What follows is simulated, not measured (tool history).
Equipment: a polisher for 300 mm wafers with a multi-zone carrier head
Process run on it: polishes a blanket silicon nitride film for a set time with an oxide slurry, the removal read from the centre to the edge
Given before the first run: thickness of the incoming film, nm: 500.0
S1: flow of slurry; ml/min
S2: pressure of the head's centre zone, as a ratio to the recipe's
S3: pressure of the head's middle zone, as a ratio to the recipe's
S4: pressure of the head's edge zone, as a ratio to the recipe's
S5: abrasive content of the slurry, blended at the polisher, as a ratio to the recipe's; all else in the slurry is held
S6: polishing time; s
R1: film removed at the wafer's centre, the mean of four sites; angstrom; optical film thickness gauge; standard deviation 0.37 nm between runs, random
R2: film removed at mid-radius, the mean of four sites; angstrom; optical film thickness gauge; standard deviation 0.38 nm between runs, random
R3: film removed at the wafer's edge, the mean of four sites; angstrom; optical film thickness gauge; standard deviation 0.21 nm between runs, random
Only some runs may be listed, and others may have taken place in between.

| run | hour | S1 | S2 | S3 | S4 | S5 | S6 | R1 | R2 | R3 |
|---|---|---|---|---|---|---|---|---|---|---|
| 1 | 0.0 | 315 | 1.00 | 1.00 | 1.00 | 1.00 | 72 | 551.30 | 545.67 | 536.93 |
| 2 | 1.3 | 310 | 0.98 | 0.96 | 0.97 | 0.85 | 67 | 468.65 | 461.78 | 460.21 |
| 3 | 2.8 | 310 | 1.02 | 0.96 | 0.97 | 0.85 | 67 | 480.49 | 456.36 | 464.43 |
| 4 | 7.0 | 305 | 1.00 | 0.93 | 0.94 | 0.75 | 63 | 427.78 | 407.87 | 407.84 |
| 5 | 10.9 | 305 | 0.97 | 0.93 | 0.94 | 0.75 | 63 | 420.62 | 394.55 | 405.22 |
| 6 | 13.1 | 305 | 0.97 | 0.93 | 0.94 | 0.75 | 71 | 462.26 | 457.06 | 459.68 |
| 7 | 14.5 | 300 | 0.95 | 0.90 | 0.92 | 0.70 | 67 | 417.52 | 391.70 | 419.04 |
| 8 | 21.3 | 300 | 0.94 | 0.90 | 0.90 | 0.65 | 64 | 377.94 | 374.56 | 385.30 |

Run 9, settings as shown, results not yet in. Your forecast:
| 9 | 24.4 | 300 | 0.94 | 0.88 | 0.88 | 0.60 | 62 | ? | ? | ? |

R1: 360.40 angstrom
R2: 340.29 angstrom
R3: 352.92 angstrom
